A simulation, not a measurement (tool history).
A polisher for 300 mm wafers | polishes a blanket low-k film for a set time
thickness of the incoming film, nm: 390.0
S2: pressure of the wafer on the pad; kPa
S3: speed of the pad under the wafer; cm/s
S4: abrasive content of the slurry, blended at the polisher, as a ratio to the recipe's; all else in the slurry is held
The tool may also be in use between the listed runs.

{"run": 1, "hour": 0.0, "flow of slurry (ml/min)": 260, "S2": 9.7, "S3": 98, "S4": 1, "polishing time (s)": 77, "film removed (angstrom)": 233.15}
{"run": 2, "hour": 6.4, "flow of slurry (ml/min)": 260, "S2": 9, "S3": 98, "S4": 1, "polishing time (s)": 77, "film removed (angstrom)": 216.42}
{"run": 3, "hour": 12.6, "flow of slurry (ml/min)": 260, "S2": 8.3, "S3": 98, "S4": 1, "polishing time (s)": 77, "film removed (angstrom)": 202.65}
{"run": 4, "hour": 14.8, "flow of slurry (ml/min)": 260, "S2": 8.3, "S3": 98, "S4": 1, "polishing time (s)": 77, "film removed (angstrom)": 200.08}
{"run": 5, "hour": 19.3, "flow of slurry (ml/min)": 320, "S2": 8.3, "S3": 98, "S4": 1, "polishing time (s)": 77, "film removed (angstrom)": 203.38}
{"run": 6, "hour": 20.2, "flow of slurry (ml/min)": 320, "S2": 8.3, "S3": 98, "S4": 1, "polishing time (s)": 77, "film removed (angstrom)": 200.13}
{"run": 7, "hour": 28.0, "flow of slurry (ml/min)": 320, "S2": 7.6, "S3": 98, "S4": 1, "polishing time (s)": 77, "film removed (angstrom)": 185.17}

Forecast run 8:
{"run": 8, "hour": 34.2, "flow of slurry (ml/min)": 320, "S2": 6.9, "S3": 98, "S4": 1, "polishing time (s)": 77, "film removed (angstrom)": "?"}

film removed (angstrom): 169.11
